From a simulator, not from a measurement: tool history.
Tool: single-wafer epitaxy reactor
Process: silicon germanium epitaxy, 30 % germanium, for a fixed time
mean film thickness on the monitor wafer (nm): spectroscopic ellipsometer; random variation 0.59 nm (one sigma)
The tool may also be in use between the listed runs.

run	hour	wafer temperature setpoint (pyrometer-controlled) (°C)	chamber pressure (mTorr)	mean film thickness on the monitor wafer (nm)
1	0	610	27800	67.165
2	2.3	610	25400	64.724
3	10.6	610	22400	61.13
4	15	606	22400	57.775
5	21.5	612	24700	66.763
# hour 23.7: pyrometer calibrated
6	23.7	620	24700	81.433
7	31.3	632	25000	97.388
8	38	632	25800	99.629

Forecast run 9:
9	46.6	632	26300	?

{"run 9": {"mean film thickness on the monitor wafer (nm)": 100.46}}

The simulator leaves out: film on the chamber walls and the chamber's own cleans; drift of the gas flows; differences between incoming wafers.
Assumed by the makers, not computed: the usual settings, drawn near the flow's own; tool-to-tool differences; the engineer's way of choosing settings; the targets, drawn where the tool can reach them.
